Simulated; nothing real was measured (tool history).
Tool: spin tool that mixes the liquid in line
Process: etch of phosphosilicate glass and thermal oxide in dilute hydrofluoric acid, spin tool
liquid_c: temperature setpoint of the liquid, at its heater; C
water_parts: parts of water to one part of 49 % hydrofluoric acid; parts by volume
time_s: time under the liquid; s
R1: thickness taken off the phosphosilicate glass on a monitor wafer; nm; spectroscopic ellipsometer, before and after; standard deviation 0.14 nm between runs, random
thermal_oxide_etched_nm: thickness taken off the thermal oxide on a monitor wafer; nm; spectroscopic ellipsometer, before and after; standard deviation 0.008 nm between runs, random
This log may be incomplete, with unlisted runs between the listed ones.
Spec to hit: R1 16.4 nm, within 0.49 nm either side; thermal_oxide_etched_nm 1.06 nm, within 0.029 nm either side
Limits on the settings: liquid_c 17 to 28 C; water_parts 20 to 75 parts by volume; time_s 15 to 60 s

Run 1, hour 0: liquid_c 20 C, water_parts 45 parts by volume, time_s 30 s. Result: R1 40.217 nm, thermal_oxide_etched_nm 2.5894 nm.
Run 2, hour 1.5: liquid_c 22.5 C, water_parts 45 parts by volume, time_s 30 s. Result: R1 44.64 nm, thermal_oxide_etched_nm 2.8475 nm.
Run 3, hour 4.6: liquid_c 26 C, water_parts 45 parts by volume, time_s 30 s. Result: R1 51.926 nm, thermal_oxide_etched_nm 3.3357 nm.
Run 4, hour 12.3: liquid_c 23 C, water_parts 45 parts by volume, time_s 30 s. Result: R1 45.877 nm, thermal_oxide_etched_nm 2.9866 nm.
Run 5, hour 18.5: liquid_c 22 C, water_parts 50 parts by volume, time_s 30 s. Result: R1 39.099 nm, thermal_oxide_etched_nm 2.55 nm.
Run 6, hour 23.9: liquid_c 22 C, water_parts 50 parts by volume, time_s 45 s. Result: R1 58.59 nm, thermal_oxide_etched_nm 3.845 nm.
Run 7, hour 27.4: liquid_c 21 C, water_parts 55 parts by volume, time_s 40 s. Result: R1 45.615 nm, thermal_oxide_etched_nm 2.941 nm.
Run 8, hour 36.3: liquid_c 20.5 C, water_parts 60 parts by volume, time_s 35 s. Result: R1 35.703 nm, thermal_oxide_etched_nm 2.2787 nm.
Run 9, hour 37.1: liquid_c 20 C, water_parts 65 parts by volume, time_s 35 s. Result: R1 31.88 nm, thermal_oxide_etched_nm 2.0406 nm.
Run 10, hour 38: liquid_c 19.5 C, water_parts 65 parts by volume, time_s 35 s. Result: R1 31.065 nm, thermal_oxide_etched_nm 2.0146 nm.
Run 11, hour 43.3: liquid_c 19 C, water_parts 65 parts by volume, time_s 35 s. Result: R1 30.695 nm, thermal_oxide_etched_nm 1.9684 nm.
Run 12, hour 45.5: liquid_c 17 C, water_parts 75 parts by volume, time_s 25 s. Result: R1 16.991 nm, thermal_oxide_etched_nm 1.105 nm.
Run 13, hour 47.5: liquid_c 17.5 C, water_parts 75 parts by volume, time_s 25 s. Result: R1 17.556 nm, thermal_oxide_etched_nm 1.1411 nm.
Run 14, hour 51.6: liquid_c 17 C, water_parts 75 parts by volume, time_s 25 s. Result: R1 17.138 nm, thermal_oxide_etched_nm 1.1061 nm.
Run 15, hour 53: liquid_c 17.5 C, water_parts 75 parts by volume, time_s 25 s. Result: R1 17.655 nm, thermal_oxide_etched_nm 1.1366 nm.
Run 16, hour 55.4: liquid_c 17.5 C, water_parts 75 parts by volume, time_s 25 s. Result: R1 17.52 nm, thermal_oxide_etched_nm 1.1337 nm.
Run 17, hour 63.5: liquid_c 17 C, water_parts 75 parts by volume, time_s 25 s. Result: R1 17.173 nm, thermal_oxide_etched_nm 1.1106 nm.
Run 18, hour 65.4: liquid_c 17.5 C, water_parts 75 parts by volume, time_s 25 s. Result: R1 17.537 nm, thermal_oxide_etched_nm 1.1112 nm.
Run 19, hour 68.9: liquid_c 17 C, water_parts 75 parts by volume, time_s 25 s. Result: R1 17.168 nm, thermal_oxide_etched_nm 1.1066 nm.
Run 20, hour 75.8: liquid_c 17.5 C, water_parts 75 parts by volume, time_s 25 s. Result: R1 17.475 nm, thermal_oxide_etched_nm 1.1308 nm.
Run 21, hour 77.7: liquid_c 17 C, water_parts 75 parts by volume, time_s 25 s. Result: R1 17.44 nm, thermal_oxide_etched_nm 1.1021 nm.

Which single option among these 4 for the next run brings every result within its allowed miss of target? Just one does.
Run A, hour 79.6: liquid_c 17.5 C, water_parts 75 parts by volume, time_s 25 s. Result: R1 ?, thermal_oxide_etched_nm ?.
Run B, hour 79.6: liquid_c 20 C, water_parts 75 parts by volume, time_s 20 s. Result: R1 ?, thermal_oxide_etched_nm ?.
Run C, hour 79.6: liquid_c 19.5 C, water_parts 70 parts by volume, time_s 20 s. Result: R1 ?, thermal_oxide_etched_nm ?.
Run D, hour 79.6: liquid_c 19 C, water_parts 75 parts by volume, time_s 20 s. Result: R1 ?, thermal_oxide_etched_nm ?.

move      R1  thermal_oxide_etched_nm
   A  17.374                    1.137
   B  15.446                   1.0108
   C    16.3                   1.0667
   D  14.812                  0.96925
A: lands further from the targets than the last run did
B: takes the result that was furthest off past its target
C: all results in spec
D: takes the result that was furthest off past its target
Answer: C
